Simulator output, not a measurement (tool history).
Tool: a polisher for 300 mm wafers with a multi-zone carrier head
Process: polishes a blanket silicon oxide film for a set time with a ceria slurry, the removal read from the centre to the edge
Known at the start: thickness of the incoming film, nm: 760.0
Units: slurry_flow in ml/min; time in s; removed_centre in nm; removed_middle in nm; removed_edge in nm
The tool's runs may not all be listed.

Run 1, hour 0.0: slurry_flow 315 ml/min, centre_zone 1.00, middle_zone 1.00, edge_zone 1.00, time 45 s. Result: removed_centre 293.85 nm, removed_middle 295.59 nm, removed_edge 286.77 nm.
Run 2, hour 2.0: slurry_flow 250 ml/min, centre_zone 1.00, middle_zone 1.00, edge_zone 1.00, time 45 s. Result: removed_centre 288.90 nm, removed_middle 279.56 nm, removed_edge 274.98 nm.
Run 3, hour 3.8: slurry_flow 240 ml/min, centre_zone 0.99, middle_zone 1.00, edge_zone 0.98, time 45 s. Result: removed_centre 282.64 nm, removed_middle 278.96 nm, removed_edge 268.96 nm.
Run 4, hour 11.7: slurry_flow 240 ml/min, centre_zone 0.99, middle_zone 0.94, edge_zone 0.98, time 45 s. Result: removed_centre 284.23 nm, removed_middle 270.42 nm, removed_edge 270.24 nm.
Run 5, hour 14.9: slurry_flow 240 ml/min, centre_zone 0.99, middle_zone 0.94, edge_zone 1.05, time 45 s. Result: removed_centre 283.70 nm, removed_middle 259.78 nm, removed_edge 279.96 nm.
Run 6, hour 18.1: slurry_flow 230 ml/min, centre_zone 0.98, middle_zone 0.95, edge_zone 1.02, time 45 s. Result: removed_centre 276.20 nm, removed_middle 268.43 nm, removed_edge 280.18 nm.
Run 7, hour 23.7: slurry_flow 225 ml/min, centre_zone 0.98, middle_zone 0.95, edge_zone 1.00, time 45 s. Result: removed_centre 273.59 nm, removed_middle 268.97 nm, removed_edge 276.77 nm.

The next listed run, before its measurement:
Run 8, hour 25.4: slurry_flow 220 ml/min, centre_zone 0.99, middle_zone 0.95, edge_zone 0.98, time 45 s. Result: removed_centre ?, removed_middle ?, removed_edge ?.

removed_centre: 279.65 nm
removed_middle: 265.63 nm
removed_edge: 270.52 nm

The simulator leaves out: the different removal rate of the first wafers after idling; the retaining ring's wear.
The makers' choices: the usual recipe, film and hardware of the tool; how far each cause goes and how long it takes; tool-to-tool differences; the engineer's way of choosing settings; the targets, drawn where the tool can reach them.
